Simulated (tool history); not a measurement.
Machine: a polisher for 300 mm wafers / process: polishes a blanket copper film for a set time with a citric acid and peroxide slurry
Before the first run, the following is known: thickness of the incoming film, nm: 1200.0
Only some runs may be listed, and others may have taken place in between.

| run | hour | flow of slurry (ml/min) | pressure of the wafer on the pad (psi) | speed of the pad under the wafer (m/s) | abrasive content of the slurry | polishing time (s) | film removed (Å) |
|---|---|---|---|---|---|---|---|
| 1 | 0.0 | 245 | 3.8 | 1.1 | 1.00 | 21 | 661.06 |
| 2 | 3.2 | 245 | 3.5 | 1.1 | 1.00 | 21 | 598.04 |
| 3 | 4.3 | 245 | 3.3 | 1.1 | 1.00 | 21 | 556.93 |
| 4 | 13.1 | 245 | 3.3 | 1.1 | 1.15 | 21 | 595.97 |
| 5 | 13.8 | 220 | 3.3 | 1.1 | 1.15 | 21 | 573.16 |
| 6 | 17.1 | 220 | 2.7 | 1.1 | 1.15 | 21 | 471.21 |
| 7 | 17.9 | 215 | 2.6 | 1.1 | 1.15 | 21 | 456.81 |
| 8 | 24.2 | 210 | 2.6 | 1.1 | 1.15 | 21 | 453.79 |

Expected results for the next run?
| 9 | 30.5 | 205 | 2.6 | 1.1 | 1.15 | 21 | ? |

film removed (Å): 458.99
